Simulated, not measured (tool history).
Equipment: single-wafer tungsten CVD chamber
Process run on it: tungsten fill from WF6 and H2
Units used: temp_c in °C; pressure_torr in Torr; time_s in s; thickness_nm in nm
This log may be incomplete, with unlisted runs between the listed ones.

{"run": 1, "hour": 0.0, "temp_c": 390, "pressure_torr": 46.7, "time_s": 19.0, "thickness_nm": 50.925}
{"run": 2, "hour": 3.5, "temp_c": 391, "pressure_torr": 46.7, "time_s": 19.0, "thickness_nm": 51.839}
{"run": 3, "hour": 7.6, "temp_c": 392, "pressure_torr": 46.7, "time_s": 19.0, "thickness_nm": 53.012}
{"run": 4, "hour": 13.2, "temp_c": 393, "pressure_torr": 46.7, "time_s": 19.0, "thickness_nm": 54.021}
{"run": 5, "hour": 17.8, "temp_c": 394, "pressure_torr": 46.7, "time_s": 19.0, "thickness_nm": 55.146}
{"run": 6, "hour": 20.7, "temp_c": 389, "pressure_torr": 46.7, "time_s": 19.0, "thickness_nm": 49.622}

The next listed run, before its measurement:
{"run": 7, "hour": 23.5, "temp_c": 389, "pressure_torr": 46.7, "time_s": 19.0, "thickness_nm": "?"}

thickness_nm: 49.548 nm
